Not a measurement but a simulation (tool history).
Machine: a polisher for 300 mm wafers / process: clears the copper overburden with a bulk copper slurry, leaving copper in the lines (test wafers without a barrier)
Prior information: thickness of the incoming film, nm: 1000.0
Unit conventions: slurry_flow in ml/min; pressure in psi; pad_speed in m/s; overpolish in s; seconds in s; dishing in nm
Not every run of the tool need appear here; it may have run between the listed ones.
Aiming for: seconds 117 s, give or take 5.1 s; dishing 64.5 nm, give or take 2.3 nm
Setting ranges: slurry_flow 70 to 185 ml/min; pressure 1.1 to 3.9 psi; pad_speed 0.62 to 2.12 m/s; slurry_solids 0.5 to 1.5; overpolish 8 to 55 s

run 1 hour=0 | slurry_flow=120 pressure=2.5 pad_speed=1.36 slurry_solids=1 overpolish=28 | seconds=95.914 dishing=101.53
run 2 hour=7.4 | slurry_flow=120 pressure=2.2 pad_speed=1.44 slurry_solids=1 overpolish=24 | seconds=102.14 dishing=92.53
run 3 hour=14.8 | slurry_flow=120 pressure=2 pad_speed=1.52 slurry_solids=1 overpolish=21 | seconds=107.83 dishing=84.676
run 4 hour=23.7 | slurry_flow=120 pressure=1.9 pad_speed=1.58 slurry_solids=1 overpolish=19 | seconds=107.16 dishing=80.493
run 5 hour=29.7 | slurry_flow=120 pressure=1.8 pad_speed=1.62 slurry_solids=1 overpolish=17 | seconds=107.66 dishing=74.665
run 6 hour=35.9 | slurry_flow=120 pressure=1.7 pad_speed=1.64 slurry_solids=1 overpolish=16 | seconds=116.86 dishing=70.641
run 7 hour=40.9 | slurry_flow=120 pressure=1.7 pad_speed=1.66 slurry_solids=1 overpolish=15 | seconds=114.7 dishing=69.34
run 8 hour=43.5 | slurry_flow=115 pressure=1.6 pad_speed=1.7 slurry_solids=1 overpolish=9 | seconds=118.93 dishing=48.576
run 9 hour=46.9 | slurry_flow=120 pressure=1.6 pad_speed=1.7 slurry_solids=1 overpolish=9 | seconds=118.34 dishing=49.435
run 10 hour=52.6 | slurry_flow=120 pressure=1.6 pad_speed=1.7 slurry_solids=1 overpolish=10 | seconds=118.05 dishing=52.718
run 11 hour=55.1 | slurry_flow=125 pressure=1.6 pad_speed=1.7 slurry_solids=1 overpolish=11 | seconds=114.53 dishing=55.817
run 12 hour=58.4 | slurry_flow=125 pressure=1.6 pad_speed=1.7 slurry_solids=1 overpolish=12 | seconds=116.08 dishing=59.184
-- hour=62.1 head pressure recalibrated
run 13 hour=62.1 | slurry_flow=130 pressure=1.6 pad_speed=1.7 slurry_solids=1 overpolish=12 | seconds=119.92 dishing=56.347
run 14 hour=63.3 | slurry_flow=100 pressure=1.7 pad_speed=1.66 slurry_solids=1 overpolish=20 | seconds=124.26 dishing=74.104

Exactly one of the 4 candidate moves below puts every result within its allowed miss. Which one?
run A hour=64.5 | slurry_flow=90 pressure=1.8 pad_speed=1.5 slurry_solids=1.2 overpolish=15 | seconds=? dishing=?
run B hour=64.5 | slurry_flow=105 pressure=1.6 pad_speed=1.64 slurry_solids=0.85 overpolish=15 | seconds=? dishing=?
run C hour=64.5 | slurry_flow=95 pressure=1.9 pad_speed=1.5 slurry_solids=1 overpolish=16 | seconds=? dishing=?
run D hour=64.5 | slurry_flow=90 pressure=2 pad_speed=1.5 slurry_solids=1.3 overpolish=13 | seconds=? dishing=?

move=A seconds=131.02 dishing=63.432
move=B seconds=140.15 dishing=59.841
move=C seconds=128.07 dishing=67.196
move=D seconds=116.04 dishing=63.718
A: gets the furthest-off result to its target, but another result is out of tolerance
B: pushes the last run's worst result past its target
C: moves toward the targets from the last run without getting all of them in spec
D: all results land within tolerance of their targets
Move D is the one to make.
